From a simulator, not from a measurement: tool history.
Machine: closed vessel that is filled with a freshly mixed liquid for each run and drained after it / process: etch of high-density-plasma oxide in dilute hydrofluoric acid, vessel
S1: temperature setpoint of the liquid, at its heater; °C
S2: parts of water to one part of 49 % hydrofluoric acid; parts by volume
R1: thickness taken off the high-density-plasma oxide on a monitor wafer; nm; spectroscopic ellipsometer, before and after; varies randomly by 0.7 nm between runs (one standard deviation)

Run 1, day 0.000: S1 25.0 °C, S2 105 parts by volume, time in the liquid (s) 825. Result: R1 42.707 nm.
Run 2, day 0.196: S1 26.5 °C, S2 90 parts by volume, time in the liquid (s) 825. Result: R1 53.805 nm.
Run 3, day 0.579: S1 28.0 °C, S2 80 parts by volume, time in the liquid (s) 825. Result: R1 65.250 nm.
Run 4, day 0.700: S1 29.0 °C, S2 75 parts by volume, time in the liquid (s) 825. Result: R1 73.160 nm.
Run 5, day 0.992: S1 30.0 °C, S2 70 parts by volume, time in the liquid (s) 825. Result: R1 81.896 nm.
Run 6, day 1.154: S1 28.5 °C, S2 70 parts by volume, time in the liquid (s) 825. Result: R1 77.132 nm.

Predict the results of run 7:
Run 7, day 1.275: S1 29.5 °C, S2 65 parts by volume, time in the liquid (s) 825. Result: R1 ?.

For run 7 the tool returned R1 86.661 nm.

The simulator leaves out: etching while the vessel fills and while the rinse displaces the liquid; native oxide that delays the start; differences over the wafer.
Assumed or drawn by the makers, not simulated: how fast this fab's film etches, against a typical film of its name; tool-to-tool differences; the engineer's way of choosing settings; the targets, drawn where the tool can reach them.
